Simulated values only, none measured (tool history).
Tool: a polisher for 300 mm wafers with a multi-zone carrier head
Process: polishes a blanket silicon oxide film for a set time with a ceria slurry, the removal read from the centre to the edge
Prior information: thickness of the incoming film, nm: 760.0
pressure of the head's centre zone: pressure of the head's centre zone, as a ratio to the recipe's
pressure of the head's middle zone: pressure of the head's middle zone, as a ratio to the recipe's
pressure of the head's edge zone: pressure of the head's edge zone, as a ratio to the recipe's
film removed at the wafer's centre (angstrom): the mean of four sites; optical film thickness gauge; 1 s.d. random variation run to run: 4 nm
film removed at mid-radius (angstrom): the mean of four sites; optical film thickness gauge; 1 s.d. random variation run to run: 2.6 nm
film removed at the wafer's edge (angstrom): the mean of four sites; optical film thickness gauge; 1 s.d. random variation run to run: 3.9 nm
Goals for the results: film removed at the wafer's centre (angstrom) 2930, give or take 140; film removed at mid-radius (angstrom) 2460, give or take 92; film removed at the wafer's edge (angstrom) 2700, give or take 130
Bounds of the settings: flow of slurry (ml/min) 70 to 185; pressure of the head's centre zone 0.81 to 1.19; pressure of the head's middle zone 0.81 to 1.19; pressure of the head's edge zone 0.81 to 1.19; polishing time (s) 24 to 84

run	hour	flow of slurry (ml/min)	pressure of the head's centre zone	pressure of the head's middle zone	pressure of the head's edge zone	polishing time (s)	film removed at the wafer's centre (angstrom)	film removed at mid-radius (angstrom)	film removed at the wafer's edge (angstrom)
1	0	120	1	1	1	54	1862.1	1980.2	1917.7
2	8.1	125	1.03	0.99	1.03	57	2071.8	2031.3	2066
3	13	125	1.03	0.99	1.09	57	1976.9	2062.6	2083.8
4	13.5	150	1.03	0.99	1.09	57	2160.7	2093.2	2179.3
5	20.5	150	1.03	0.99	1.01	57	2173.1	2135.7	2105.3
6	26.5	150	1.03	0.94	1.01	57	2130.1	2074.3	2113.8
7	35.1	155	1.05	0.93	1.03	59	2247.1	2106.9	2152.2
8	38.7	155	1.05	0.93	1.03	59	2214.3	2086.5	2197.3
9	40.7	160	1.07	0.94	1.04	61	2395.3	2220	2297.8
10	48.4	165	1.09	0.94	1.06	62	2524.1	2244.8	2305.3
11	49	170	1.09	0.93	1.08	64	2585.8	2333.5	2408.4
12	56	170	1.1	0.91	1.09	65	2615.8	2326.7	2576
13	61.5	170	1.1	0.91	1.09	65	2616.2	2309	2472.5
14	67.4	170	1.11	0.91	1.1	66	2664	2343.7	2541.9

Which one of the following 4 next-run settings gets every result inside its allowed miss? There is exactly one.
A	73.3	185	1.05	1.06	1.06	63	?	?	?
B	73.3	180	1.13	1.07	1.09	64	?	?	?
C	73.3	135	1.12	0.86	0.97	75	?	?	?
D	73.3	150	1.15	0.81	1.18	70	?	?	?

move	film removed at the wafer's centre (angstrom)	film removed at mid-radius (angstrom)	film removed at the wafer's edge (angstrom)
A	2468.8	2560	2418
B	2688.5	2608.5	2474.5
C	2958.2	2461.7	2696.2
D	2893.3	2235.3	2742.1
A: moves away from the targets compared with the last run
B: closer than the last run, but not yet in spec
C: all results land within tolerance of their targets
D: brings the last run's worst result on target, with another outside its allowed miss
Go with C: it meets all targets.
